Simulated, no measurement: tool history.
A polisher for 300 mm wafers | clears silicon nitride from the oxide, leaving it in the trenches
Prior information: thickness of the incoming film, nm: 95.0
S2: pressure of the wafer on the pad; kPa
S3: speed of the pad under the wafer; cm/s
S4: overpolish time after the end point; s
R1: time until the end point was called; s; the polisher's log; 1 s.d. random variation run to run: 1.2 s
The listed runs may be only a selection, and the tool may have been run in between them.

Run 1, hour 0.0: flow of slurry (ml/min) 140, S2 20.7 kPa, S3 110 cm/s, S4 13 s. Result: R1 89.991 s.
Run 2, hour 2.0: flow of slurry (ml/min) 140, S2 22.8 kPa, S3 110 cm/s, S4 13 s. Result: R1 79.267 s.
Run 3, hour 10.2: flow of slurry (ml/min) 175, S2 22.8 kPa, S3 110 cm/s, S4 13 s. Result: R1 79.999 s.
Run 4, hour 17.4: flow of slurry (ml/min) 175, S2 19.3 kPa, S3 110 cm/s, S4 13 s. Result: R1 92.141 s.
Run 5, hour 19.6: flow of slurry (ml/min) 175, S2 20.7 kPa, S3 112 cm/s, S4 13 s. Result: R1 85.965 s.
Run 6, hour 27.3: flow of slurry (ml/min) 175, S2 20.7 kPa, S3 112 cm/s, S4 13 s. Result: R1 87.871 s.
Run 7, hour 34.8: flow of slurry (ml/min) 175, S2 21.4 kPa, S3 114 cm/s, S4 13 s. Result: R1 81.414 s.
Run 8, hour 40.9: flow of slurry (ml/min) 175, S2 22.1 kPa, S3 114 cm/s, S4 13 s. Result: R1 80.128 s.
Run 9, hour 42.7: flow of slurry (ml/min) 175, S2 22.8 kPa, S3 114 cm/s, S4 13 s. Result: R1 74.313 s.
Run 10, hour 51.1: flow of slurry (ml/min) 175, S2 23.4 kPa, S3 114 cm/s, S4 13 s. Result: R1 75.397 s.
Run 11, hour 55.9: flow of slurry (ml/min) 175, S2 24.1 kPa, S3 114 cm/s, S4 13 s. Result: R1 72.755 s.

Estimate the outcome of run 12 from the log above:
Run 12, hour 64.3: flow of slurry (ml/min) 175, S2 24.8 kPa, S3 114 cm/s, S4 13 s. Result: R1 ?.

{"run 12": {"R1": 71.635}}
